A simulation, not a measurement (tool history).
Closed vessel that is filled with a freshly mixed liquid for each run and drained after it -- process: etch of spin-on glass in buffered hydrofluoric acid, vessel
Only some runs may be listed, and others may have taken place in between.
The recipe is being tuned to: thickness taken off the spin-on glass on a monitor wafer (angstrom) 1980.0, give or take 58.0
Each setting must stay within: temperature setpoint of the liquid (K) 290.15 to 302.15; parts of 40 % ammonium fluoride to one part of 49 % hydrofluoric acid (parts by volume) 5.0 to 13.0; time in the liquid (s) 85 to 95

run	hour	temperature setpoint of the liquid (K)	parts of 40 % ammonium fluoride to one part of 49 % hydrofluoric acid (parts by volume)	time in the liquid (s)	thickness taken off the spin-on glass on a monitor wafer (angstrom)
1	0.0	294.15	8.0	85	2955.5
2	6.2	293.15	8.5	85	2639.4
3	11.1	294.65	8.5	85	2873.8
4	17.8	293.65	8.5	85	2676.8
5	18.6	293.65	8.5	95	3015.4
6	22.0	293.15	9.0	95	2735.0
7	26.5	292.65	9.0	95	2729.1
8	33.2	292.15	9.5	95	2501.0
9	39.5	291.65	9.5	95	2452.0
10	44.8	291.15	9.5	95	2390.5
11	46.9	290.65	10.0	95	2258.9
12	49.1	290.15	10.5	95	2079.8

Pick the move, out of 4, that brings all results within their allowed miss; only one does.
A	51.3	290.65	10.0	85	?
B	51.3	290.65	10.0	95	?
C	51.3	293.15	11.5	90	?
D	51.3	292.15	9.5	85	?

move	thickness taken off the spin-on glass on a monitor wafer (angstrom)
A	1998.4
B	2233.5
C	2126.3
D	2247.2
A: all results in spec
B: the biggest miss grows against the last run
C: the biggest miss grows against the last run
D: the biggest miss grows against the last run
So the answer is move A, the one that meets all the targets.
